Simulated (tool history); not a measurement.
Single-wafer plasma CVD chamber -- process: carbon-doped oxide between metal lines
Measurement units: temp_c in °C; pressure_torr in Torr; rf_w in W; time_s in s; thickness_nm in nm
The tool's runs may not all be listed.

run  hour  temp_c  pressure_torr  rf_w  time_s  thickness_nm
  1   0.0     370           4.88   440    10.1        45.930
  2   1.3     370           4.88   415    10.1        44.654
  3   7.4     370           4.88   435    10.1        45.797
  4   8.2     370           4.13   435    10.1        44.293
  5  16.3     381           4.13   435    10.1        42.864
  6  23.6     381           4.13   435     9.6        41.233
  7  26.8     377           4.62   445     9.6        42.475
  8  31.1     373           4.95   455     9.6        43.847
  9  34.3     370           5.22   465     9.6        45.354

Forecast run 10:
 10  35.7     367           5.42   470     9.6             ?

{"run 10": {"thickness_nm": 45.718}}
